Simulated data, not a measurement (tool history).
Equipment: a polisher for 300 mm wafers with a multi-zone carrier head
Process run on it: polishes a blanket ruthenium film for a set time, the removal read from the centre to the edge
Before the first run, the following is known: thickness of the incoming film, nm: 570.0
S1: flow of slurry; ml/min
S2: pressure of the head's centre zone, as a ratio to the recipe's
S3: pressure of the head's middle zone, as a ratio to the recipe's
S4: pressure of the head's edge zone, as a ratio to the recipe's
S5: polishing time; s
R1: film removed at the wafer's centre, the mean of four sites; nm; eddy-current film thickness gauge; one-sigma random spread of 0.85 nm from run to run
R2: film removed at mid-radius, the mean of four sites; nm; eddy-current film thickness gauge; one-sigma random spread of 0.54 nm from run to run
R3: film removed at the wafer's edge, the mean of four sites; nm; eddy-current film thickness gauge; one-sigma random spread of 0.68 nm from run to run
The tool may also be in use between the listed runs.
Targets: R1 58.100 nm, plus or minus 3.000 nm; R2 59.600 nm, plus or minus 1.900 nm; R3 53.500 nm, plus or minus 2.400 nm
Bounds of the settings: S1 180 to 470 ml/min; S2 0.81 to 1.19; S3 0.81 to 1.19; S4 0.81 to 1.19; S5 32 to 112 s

Run 1, hour 0.0: S1 300 ml/min, S2 1.00, S3 1.00, S4 1.00, S5 72 s. Result: R1 80.419 nm, R2 75.484 nm, R3 78.203 nm.
Run 2, hour 5.3: S1 300 ml/min, S2 0.93, S3 1.00, S4 1.00, S5 72 s. Result: R1 73.518 nm, R2 76.775 nm, R3 77.853 nm.
Run 3, hour 8.7: S1 300 ml/min, S2 1.01, S3 1.00, S4 1.00, S5 72 s. Result: R1 79.884 nm, R2 76.997 nm, R3 76.243 nm.
Run 4, hour 17.5: S1 300 ml/min, S2 1.01, S3 1.01, S4 0.99, S5 69 s. Result: R1 76.731 nm, R2 74.438 nm, R3 74.319 nm.
Run 5, hour 22.1: S1 300 ml/min, S2 1.01, S3 1.01, S4 0.99, S5 84 s. Result: R1 93.159 nm, R2 91.735 nm, R3 89.655 nm.
Run 6, hour 25.2: S1 300 ml/min, S2 1.01, S3 1.02, S4 0.97, S5 79 s. Result: R1 88.516 nm, R2 85.695 nm, R3 83.332 nm.
Run 7, hour 32.9: S1 300 ml/min, S2 1.00, S3 1.03, S4 0.96, S5 75 s. Result: R1 83.851 nm, R2 82.272 nm, R3 77.512 nm.
Run 8, hour 39.8: S1 300 ml/min, S2 0.99, S3 1.03, S4 0.95, S5 72 s. Result: R1 78.582 nm, R2 78.043 nm, R3 73.443 nm.
Run 9, hour 41.8: S1 300 ml/min, S2 0.98, S3 1.03, S4 0.94, S5 70 s. Result: R1 76.060 nm, R2 76.162 nm, R3 73.864 nm.
Run 10, hour 43.6: S1 300 ml/min, S2 0.98, S3 1.04, S4 0.93, S5 67 s. Result: R1 73.050 nm, R2 73.935 nm, R3 68.128 nm.
Run 11, hour 47.9: S1 300 ml/min, S2 0.97, S3 1.04, S4 0.92, S5 65 s. Result: R1 68.090 nm, R2 70.928 nm, R3 68.084 nm.
Run 12, hour 55.3: S1 290 ml/min, S2 1.06, S3 1.12, S4 0.87, S5 46 s. Result: R1 53.387 nm, R2 53.684 nm, R3 46.111 nm.
Run 13, hour 59.6: S1 295 ml/min, S2 1.06, S3 1.12, S4 0.88, S5 47 s. Result: R1 55.175 nm, R2 54.838 nm, R3 45.946 nm.
Run 14, hour 61.2: S1 215 ml/min, S2 0.98, S3 1.07, S4 0.95, S5 59 s. Result: R1 61.201 nm, R2 63.512 nm, R3 59.182 nm.
Run 15, hour 66.5: S1 215 ml/min, S2 0.98, S3 1.07, S4 0.95, S5 59 s. Result: R1 60.342 nm, R2 63.301 nm, R3 59.804 nm.

Of the 5 settings listed for the next run, only one would bring every result within its allowed miss of target. Which one?
Run A, hour 71.8: S1 240 ml/min, S2 1.04, S3 1.19, S4 0.89, S5 53 s. Result: R1 ?, R2 ?, R3 ?.
Run B, hour 71.8: S1 220 ml/min, S2 1.04, S3 1.12, S4 0.91, S5 58 s. Result: R1 ?, R2 ?, R3 ?.
Run C, hour 71.8: S1 235 ml/min, S2 0.96, S3 1.07, S4 0.94, S5 63 s. Result: R1 ?, R2 ?, R3 ?.
Run D, hour 71.8: S1 295 ml/min, S2 1.06, S3 1.13, S4 1.02, S5 51 s. Result: R1 ?, R2 ?, R3 ?.
Run E, hour 71.8: S1 220 ml/min, S2 0.88, S3 1.04, S4 1.03, S5 66 s. Result: R1 ?, R2 ?, R3 ?.

move      R1      R2      R3
   A  59.444  63.281  51.794
   B  64.093  64.877  56.755
   C  65.408  68.469  63.088
   D  59.862  59.736  54.220
   E  62.622  69.339  68.550
A: gets the furthest-off result to its target, but another result is out of tolerance
B: its largest miss is bigger than the last run's
C: its largest miss is bigger than the last run's
D: every result lands within tolerance
E: its largest miss is bigger than the last run's
Answer: D

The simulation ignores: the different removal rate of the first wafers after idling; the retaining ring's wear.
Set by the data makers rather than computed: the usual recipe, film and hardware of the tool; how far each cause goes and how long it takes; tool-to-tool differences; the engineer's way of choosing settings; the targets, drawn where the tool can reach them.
